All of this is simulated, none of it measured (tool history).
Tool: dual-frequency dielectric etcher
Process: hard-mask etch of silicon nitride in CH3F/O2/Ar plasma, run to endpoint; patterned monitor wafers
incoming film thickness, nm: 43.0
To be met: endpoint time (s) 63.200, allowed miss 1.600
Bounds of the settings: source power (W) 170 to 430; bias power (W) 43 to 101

run	hour	source power (W)	bias power (W)	endpoint time (s)
1	0.0	300	72	70.234
2	3.7	300	84	66.754
3	7.5	270	84	68.905
4	13.8	270	74	72.120
5	17.2	320	74	67.473
6	22.0	330	75	66.699
7	29.9	340	76	66.194
8	36.8	350	77	65.128

5 next moves are on the table. One of them brings every result within its allowed miss. Which?
A	43.7	280	83	?
B	43.7	300	65	?
C	43.7	340	74	?
D	43.7	380	76	?
E	43.7	320	74	?

move	endpoint time (s)
A	68.940
B	72.282
C	66.727
D	63.695
E	68.142
A: further off than the last run
B: further off than the last run
C: further off than the last run
D: meets every target
E: further off than the last run
The right move is D.

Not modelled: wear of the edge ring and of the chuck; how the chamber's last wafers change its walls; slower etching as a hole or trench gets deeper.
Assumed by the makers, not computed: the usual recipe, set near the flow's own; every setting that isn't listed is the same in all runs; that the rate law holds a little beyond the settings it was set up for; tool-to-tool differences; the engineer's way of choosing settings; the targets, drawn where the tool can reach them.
